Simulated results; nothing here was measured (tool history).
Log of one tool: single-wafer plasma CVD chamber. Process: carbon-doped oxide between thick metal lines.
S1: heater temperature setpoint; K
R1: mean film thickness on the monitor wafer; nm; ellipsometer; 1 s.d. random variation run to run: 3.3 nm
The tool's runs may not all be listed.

Run 1, hour 0: S1 618.15 K, chamber pressure (Pa) 885, RF power (kW) 0.57, deposition time (s) 180. Result: R1 1000.7 nm.
Run 2, hour 5.4: S1 614.15 K, chamber pressure (Pa) 885, RF power (kW) 0.57, deposition time (s) 180. Result: R1 1014.9 nm.
Run 3, hour 7.5: S1 609.15 K, chamber pressure (Pa) 885, RF power (kW) 0.57, deposition time (s) 180. Result: R1 1025 nm.
Run 4, hour 10.9: S1 613.15 K, chamber pressure (Pa) 885, RF power (kW) 0.57, deposition time (s) 180. Result: R1 1017.9 nm.
Run 5, hour 17.7: S1 613.15 K, chamber pressure (Pa) 768, RF power (kW) 0.57, deposition time (s) 180. Result: R1 1001.9 nm.
Run 6, hour 24.4: S1 613.15 K, chamber pressure (Pa) 768, RF power (kW) 0.57, deposition time (s) 180. Result: R1 1000.2 nm.
Run 7, hour 28.2: S1 616.15 K, chamber pressure (Pa) 728, RF power (kW) 0.545, deposition time (s) 180. Result: R1 939.02 nm.

Estimate the outcome of run 8 from the log above:
Run 8, hour 30: S1 619.15 K, chamber pressure (Pa) 697, RF power (kW) 0.54, deposition time (s) 180. Result: R1 ?.

Run 8 yielded R1 915.93 nm.
